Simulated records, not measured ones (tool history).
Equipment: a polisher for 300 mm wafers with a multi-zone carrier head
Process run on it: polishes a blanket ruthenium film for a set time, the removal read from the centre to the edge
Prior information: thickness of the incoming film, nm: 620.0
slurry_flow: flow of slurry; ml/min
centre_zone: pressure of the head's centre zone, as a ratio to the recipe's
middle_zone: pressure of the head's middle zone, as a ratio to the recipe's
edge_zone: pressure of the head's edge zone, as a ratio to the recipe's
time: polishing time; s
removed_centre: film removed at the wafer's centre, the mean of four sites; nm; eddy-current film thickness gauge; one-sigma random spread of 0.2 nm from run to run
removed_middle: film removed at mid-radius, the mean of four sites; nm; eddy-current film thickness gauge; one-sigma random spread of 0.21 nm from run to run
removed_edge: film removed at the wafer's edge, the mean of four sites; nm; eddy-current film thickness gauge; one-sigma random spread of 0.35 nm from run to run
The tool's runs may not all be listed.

{"run": 1, "day": 0.0, "slurry_flow": 120, "centre_zone": 1.0, "middle_zone": 1.0, "edge_zone": 1.0, "time": 40, "removed_centre": 31.97, "removed_middle": 31.631, "removed_edge": 31.963}
{"run": 2, "day": 0.125, "slurry_flow": 120, "centre_zone": 1.0, "middle_zone": 1.0, "edge_zone": 0.92, "time": 40, "removed_centre": 31.76, "removed_middle": 31.391, "removed_edge": 31.598}
{"run": 3, "day": 0.217, "slurry_flow": 110, "centre_zone": 0.98, "middle_zone": 1.03, "edge_zone": 0.9, "time": 39, "removed_centre": 29.589, "removed_middle": 30.558, "removed_edge": 29.879}
{"run": 4, "day": 0.442, "slurry_flow": 110, "centre_zone": 0.98, "middle_zone": 1.03, "edge_zone": 0.85, "time": 39, "removed_centre": 29.096, "removed_middle": 30.651, "removed_edge": 28.536}
{"run": 5, "day": 0.583, "slurry_flow": 110, "centre_zone": 0.98, "middle_zone": 1.1, "edge_zone": 0.85, "time": 39, "removed_centre": 29.485, "removed_middle": 32.469, "removed_edge": 28.518}
{"run": 6, "day": 0.938, "slurry_flow": 110, "centre_zone": 1.02, "middle_zone": 1.1, "edge_zone": 0.85, "time": 39, "removed_centre": 30.435, "removed_middle": 32.352, "removed_edge": 28.949}
{"run": 7, "day": 1.038, "slurry_flow": 100, "centre_zone": 0.99, "middle_zone": 1.11, "edge_zone": 0.87, "time": 39, "removed_centre": 29.136, "removed_middle": 31.971, "removed_edge": 28.61}
{"run": 8, "day": 1.254, "slurry_flow": 90, "centre_zone": 0.97, "middle_zone": 1.12, "edge_zone": 0.89, "time": 39, "removed_centre": 26.932, "removed_middle": 30.901, "removed_edge": 28.036}

Run 9 comes next. What will it give?
{"run": 9, "day": 1.608, "slurry_flow": 90, "centre_zone": 0.96, "middle_zone": 1.13, "edge_zone": 0.9, "time": 39, "removed_centre": "?", "removed_middle": "?", "removed_edge": "?"}

removed_centre: 26.526 nm
removed_middle: 31.043 nm
removed_edge: 27.475 nm
